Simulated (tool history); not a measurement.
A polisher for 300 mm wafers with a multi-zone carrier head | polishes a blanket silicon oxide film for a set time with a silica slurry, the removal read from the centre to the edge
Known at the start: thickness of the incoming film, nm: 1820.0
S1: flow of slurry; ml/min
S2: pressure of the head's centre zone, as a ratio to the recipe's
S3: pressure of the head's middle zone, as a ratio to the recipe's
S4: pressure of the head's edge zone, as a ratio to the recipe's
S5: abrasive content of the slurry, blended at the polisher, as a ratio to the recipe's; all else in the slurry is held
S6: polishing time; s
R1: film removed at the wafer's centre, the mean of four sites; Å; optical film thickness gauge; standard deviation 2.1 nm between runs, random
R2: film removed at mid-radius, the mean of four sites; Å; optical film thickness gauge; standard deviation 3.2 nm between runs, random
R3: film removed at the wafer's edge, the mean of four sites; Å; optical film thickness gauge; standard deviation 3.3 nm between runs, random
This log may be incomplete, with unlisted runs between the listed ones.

run	hour	S1	S2	S3	S4	S5	S6	R1	R2	R3
1	0	270	1	1	1	1	80	2699.2	2606.9	2746.8
2	4.7	265	0.98	1.02	0.97	0.95	80	2580.9	2618.4	2621.8
3	12.5	260	0.96	1.02	0.95	0.95	80	2470	2615.1	2595.4
4	15	260	0.96	0.96	0.95	0.95	80	2453.1	2515	2547.3
5	22.3	255	0.95	0.97	0.93	0.95	80	2475.5	2506.8	2498.7
6	29.4	255	0.95	0.97	0.93	0.75	80	2226.7	2240.7	2362.6
7	35.6	265	0.95	1.01	0.92	0.75	80	2279	2395.4	2299.2

What does the tool deliver on the next run?
8	42.3	275	0.95	1.02	0.93	0.75	80	?	?	?

{"run 8": {"R1": 2242.6, "R2": 2396.8, "R3": 2373.7}}

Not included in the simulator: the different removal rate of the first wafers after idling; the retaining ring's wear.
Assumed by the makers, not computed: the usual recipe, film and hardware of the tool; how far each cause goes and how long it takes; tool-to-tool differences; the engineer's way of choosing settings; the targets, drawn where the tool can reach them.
